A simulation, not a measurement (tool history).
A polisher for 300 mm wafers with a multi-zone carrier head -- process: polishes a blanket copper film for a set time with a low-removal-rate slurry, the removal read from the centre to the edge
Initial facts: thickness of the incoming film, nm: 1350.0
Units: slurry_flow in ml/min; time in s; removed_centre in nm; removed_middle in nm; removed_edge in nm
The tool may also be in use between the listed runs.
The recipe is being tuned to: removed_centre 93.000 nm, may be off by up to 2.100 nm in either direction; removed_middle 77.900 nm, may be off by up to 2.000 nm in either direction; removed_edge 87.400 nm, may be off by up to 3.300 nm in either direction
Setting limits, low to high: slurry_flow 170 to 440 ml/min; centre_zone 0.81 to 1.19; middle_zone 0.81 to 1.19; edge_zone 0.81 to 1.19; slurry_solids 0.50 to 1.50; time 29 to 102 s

run  hour  slurry_flow  centre_zone  middle_zone  edge_zone  slurry_solids  time  removed_centre  removed_middle  removed_edge
  1   0.0          280         1.00         1.00       1.00           1.00    65         110.480         108.080       113.140
  2   1.7          275         1.00         0.98       0.98           0.95    65         108.710         104.910       111.870
  3   5.2          275         1.00         1.03       0.98           0.95    65         108.600         109.290       113.840
  4  10.6          275         1.00         1.03       0.98           0.95    49          82.410          83.048        84.816
  5  16.4          280         1.01         1.02       0.99           0.95    49          83.246          83.049        85.276
  6  19.1          280         1.01         1.02       0.92           0.95    49          83.679          82.982        82.671
  7  23.4          285         1.02         1.01       0.93           0.95    49          85.079          81.549        83.581
  8  26.9          290         1.03         1.00       0.94           0.95    49          86.202          79.781        82.997
  9  30.2          335         1.08         0.96       1.04           1.05    49          92.595          82.012        90.578
 10  32.0          330         1.08         0.96       1.04           1.05    49          92.424          81.031        90.833
 11  39.6          330         1.08         0.96       1.03           1.05    49          91.871          80.868        88.503

Below are 4 possible settings for the next run. Only one of them brings all results inside the allowed miss of their targets. Which is it?
  A  47.2          315         1.08         1.00       1.06           1.15    47               ?               ?             ?
  B  47.2          255         1.09         0.92       0.98           0.90    52               ?               ?             ?
  C  47.2          305         1.13         1.03       0.97           0.85    49               ?               ?             ?
  D  47.2          330         1.09         1.03       1.03           0.80    52               ?               ?             ?

move  removed_centre  removed_middle  removed_edge
   A          89.408          81.978        89.405
   B          92.732          78.806        89.441
   C          91.806          82.465        84.195
   D          93.729          87.241        91.409
A: moves away from the targets compared with the last run
B: in spec on every target
C: moves away from the targets compared with the last run
D: moves away from the targets compared with the last run
Answer: B
